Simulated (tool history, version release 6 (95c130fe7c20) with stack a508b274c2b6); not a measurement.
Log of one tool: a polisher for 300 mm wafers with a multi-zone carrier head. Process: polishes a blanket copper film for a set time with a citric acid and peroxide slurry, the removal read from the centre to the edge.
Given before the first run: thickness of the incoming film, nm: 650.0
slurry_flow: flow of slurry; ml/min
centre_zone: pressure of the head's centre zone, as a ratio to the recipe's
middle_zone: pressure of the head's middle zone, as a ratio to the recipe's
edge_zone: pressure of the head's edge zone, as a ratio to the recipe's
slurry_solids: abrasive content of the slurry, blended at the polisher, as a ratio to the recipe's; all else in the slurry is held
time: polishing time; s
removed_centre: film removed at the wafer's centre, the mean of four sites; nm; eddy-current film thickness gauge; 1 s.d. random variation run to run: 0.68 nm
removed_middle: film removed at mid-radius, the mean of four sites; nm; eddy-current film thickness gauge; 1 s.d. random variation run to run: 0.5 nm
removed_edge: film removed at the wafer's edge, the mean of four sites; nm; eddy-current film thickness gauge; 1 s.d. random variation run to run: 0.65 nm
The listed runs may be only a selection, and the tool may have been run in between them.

run  hour  slurry_flow  centre_zone  middle_zone  edge_zone  slurry_solids  time  removed_centre  removed_middle  removed_edge
  1     0          185            1            1          1              1    32          67.464          67.694        70.029
  2   4.4          185            1            1          1           1.15    32          69.889          70.397        73.351
  3   8.8          185            1            1       0.98            1.1    32          69.372          70.096        72.801
  4  10.8          185            1            1       1.06            1.1    32          70.453          69.723        74.393
  5  18.2          185            1            1       1.02            1.1    32          69.188          69.746        75.331
  6  25.3          210            1            1       1.02            1.1    32          71.687           72.56        74.823
     33.4  -- slurry nozzle cleaned
  7  33.4          260         0.94         0.93       0.92           0.85    27          57.631          57.399         60.73
  8  38.2          260         0.94         0.94       0.91           0.85    27          55.989          57.586        58.725

What does the tool deliver on the next run?
  9  46.9          260         0.94         0.94        0.9           0.85    27               ?               ?             ?

{"run 9": {"removed_centre": 59.037, "removed_middle": 58.417, "removed_edge": 60.266}}
